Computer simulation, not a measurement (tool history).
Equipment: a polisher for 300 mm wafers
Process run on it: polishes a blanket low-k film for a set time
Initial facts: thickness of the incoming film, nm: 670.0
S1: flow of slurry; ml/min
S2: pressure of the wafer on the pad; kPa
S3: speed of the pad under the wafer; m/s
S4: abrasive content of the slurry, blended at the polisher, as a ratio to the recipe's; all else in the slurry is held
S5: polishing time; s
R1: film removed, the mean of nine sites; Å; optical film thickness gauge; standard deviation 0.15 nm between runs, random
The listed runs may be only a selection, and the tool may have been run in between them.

run,hour,S1,S2,S3,S4,S5,R1
1,0.0,195,10.3,0.94,1.0,23,84.043
2,6.9,195,10.3,0.72,1.0,23,70.269
3,7.6,195,10.3,0.72,0.8,23,59.206
4,13.6,195,11.0,0.76,0.8,23,66.701
5,17.8,220,11.0,0.76,0.8,23,68.727
6,18.6,235,11.0,0.76,0.8,23,69.325
7,22.5,235,11.7,0.76,0.8,23,72.303
8,30.8,235,12.4,0.80,0.8,23,78.757
9,37.1,235,13.1,0.84,0.8,23,86.706
10,38.1,235,13.8,0.86,0.8,23,90.903

What does the tool deliver on the next run?
11,45.4,240,14.5,0.88,0.8,23,?

Run 11 produced R1 99.904 Å.

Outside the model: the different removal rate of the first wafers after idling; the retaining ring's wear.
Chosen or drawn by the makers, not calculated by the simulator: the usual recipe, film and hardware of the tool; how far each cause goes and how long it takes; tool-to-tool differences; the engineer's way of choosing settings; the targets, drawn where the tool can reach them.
